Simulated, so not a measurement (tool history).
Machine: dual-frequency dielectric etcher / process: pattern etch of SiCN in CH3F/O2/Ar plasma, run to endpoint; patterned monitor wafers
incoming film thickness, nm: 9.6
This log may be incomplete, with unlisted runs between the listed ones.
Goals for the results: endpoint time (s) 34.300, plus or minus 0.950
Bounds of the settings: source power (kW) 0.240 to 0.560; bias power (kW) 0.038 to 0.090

| run | hour | source power (kW) | bias power (kW) | endpoint time (s) |
|---|---|---|---|---|
| 1 | 0.0 | 0.400 | 0.064 | 29.871 |
| 2 | 6.4 | 0.400 | 0.053 | 31.774 |
| 3 | 11.3 | 0.390 | 0.053 | 31.708 |
| 4 | 16.7 | 0.460 | 0.053 | 30.335 |
| 5 | 20.8 | 0.450 | 0.052 | 30.753 |
| 6 | 29.0 | 0.430 | 0.052 | 31.253 |
| 7 | 34.9 | 0.420 | 0.051 | 31.259 |
| 8 | 42.5 | 0.410 | 0.050 | 31.926 |
| 9 | 51.2 | 0.410 | 0.050 | 31.731 |
| 10 | 55.0 | 0.400 | 0.049 | 32.185 |
| 11 | 59.9 | 0.390 | 0.048 | 32.604 |
| 12 | 61.9 | 0.390 | 0.048 | 32.739 |

Exercise: of the 5 proposed moves below, exactly one satisfies all targets within the stated allowed misses. Which move is it?
| A | 63.9 | 0.250 | 0.044 | ? |
| B | 63.9 | 0.350 | 0.066 | ? |
| C | 63.9 | 0.370 | 0.041 | ? |
| D | 63.9 | 0.390 | 0.051 | ? |
| E | 63.9 | 0.340 | 0.038 | ? |

| move | endpoint time (s) |
|---|---|
| A | 37.610 |
| B | 30.894 |
| C | 34.482 |
| D | 32.179 |
| E | 35.940 |
A: the result that was furthest off in the last run now lies on the other side of its target
B: lands further from the targets than the last run did
C: meets every target
D: lands further from the targets than the last run did
E: the result that was furthest off in the last run now lies on the other side of its target
The move that meets every target is C.
